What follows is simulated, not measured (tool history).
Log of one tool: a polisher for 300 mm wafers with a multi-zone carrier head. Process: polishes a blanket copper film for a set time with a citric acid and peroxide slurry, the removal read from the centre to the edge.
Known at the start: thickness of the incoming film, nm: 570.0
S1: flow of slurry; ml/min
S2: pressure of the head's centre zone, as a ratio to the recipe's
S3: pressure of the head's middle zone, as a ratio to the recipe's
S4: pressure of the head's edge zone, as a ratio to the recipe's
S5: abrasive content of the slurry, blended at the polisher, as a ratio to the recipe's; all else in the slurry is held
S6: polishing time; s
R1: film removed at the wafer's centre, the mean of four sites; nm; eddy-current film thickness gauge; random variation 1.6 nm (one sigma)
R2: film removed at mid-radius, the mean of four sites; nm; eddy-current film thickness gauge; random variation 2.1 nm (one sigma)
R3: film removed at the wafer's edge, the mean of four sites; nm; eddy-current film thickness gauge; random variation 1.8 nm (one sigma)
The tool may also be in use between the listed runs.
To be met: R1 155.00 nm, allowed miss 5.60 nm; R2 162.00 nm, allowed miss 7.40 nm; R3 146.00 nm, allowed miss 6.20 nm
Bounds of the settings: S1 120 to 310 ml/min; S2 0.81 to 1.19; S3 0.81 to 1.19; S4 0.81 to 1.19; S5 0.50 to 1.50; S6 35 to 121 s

run,hour,S1,S2,S3,S4,S5,S6,R1,R2,R3
1,0.0,200,1.00,1.00,1.00,1.00,78,222.62,228.81,215.90
2,1.9,235,1.00,1.00,1.00,1.00,78,225.99,231.59,219.41
3,6.8,230,0.99,0.99,0.97,0.90,74,207.48,210.59,205.43
4,11.0,225,1.00,1.01,0.95,0.85,70,197.60,198.26,188.11
5,18.6,225,1.00,0.98,0.95,0.85,70,197.13,198.46,190.42
6,24.2,220,1.00,1.00,0.93,0.80,68,190.97,190.28,181.97
7,26.4,215,0.99,1.02,0.91,0.75,66,183.70,182.90,169.98
8,29.1,170,0.89,1.01,0.81,0.55,65,148.02,166.92,156.73
9,35.7,175,0.91,1.02,0.81,0.55,64,149.09,171.72,148.98

4 next moves are on the table. One of them brings every result within its allowed miss. Which?
A,42.3,135,0.98,1.00,0.83,0.50,64,?,?,?
B,42.3,145,0.81,0.99,0.83,0.55,68,?,?,?
C,42.3,195,1.01,0.96,0.81,0.65,62,?,?,?
D,42.3,205,0.91,0.99,0.85,0.65,65,?,?,?

move,R1,R2,R3
A,154.87,162.24,151.31
B,138.53,174.41,163.61
C,166.57,162.91,154.66
D,158.05,176.17,165.22
A: meets every target
B: further off than the last run
C: brings the result that was furthest off to its target, and leaves another outside
D: further off than the last run
Move A is the one to make.
